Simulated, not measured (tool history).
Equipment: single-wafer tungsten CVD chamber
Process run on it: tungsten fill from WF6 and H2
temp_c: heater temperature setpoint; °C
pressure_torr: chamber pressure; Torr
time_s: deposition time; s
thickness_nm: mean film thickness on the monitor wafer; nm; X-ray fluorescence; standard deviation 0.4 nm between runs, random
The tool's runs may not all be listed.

run,hour,temp_c,pressure_torr,time_s,thickness_nm
1,0.0,375,41.4,26.6,57.884
2,3.6,377,41.5,26.6,60.450
3,6.3,379,41.6,26.6,63.347
4,9.5,379,41.6,27.4,65.642
5,10.3,379,35.6,27.4,60.866
6,13.7,371,35.6,27.4,51.687
7,20.2,374,35.7,27.4,55.347
8,25.2,376,35.8,27.4,58.043
9,26.1,378,35.9,27.4,60.375

Run 10 is up next; what results do you expect?
10,27.1,378,35.9,27.4,?

{"run 10": {"thickness_nm": 60.576}}
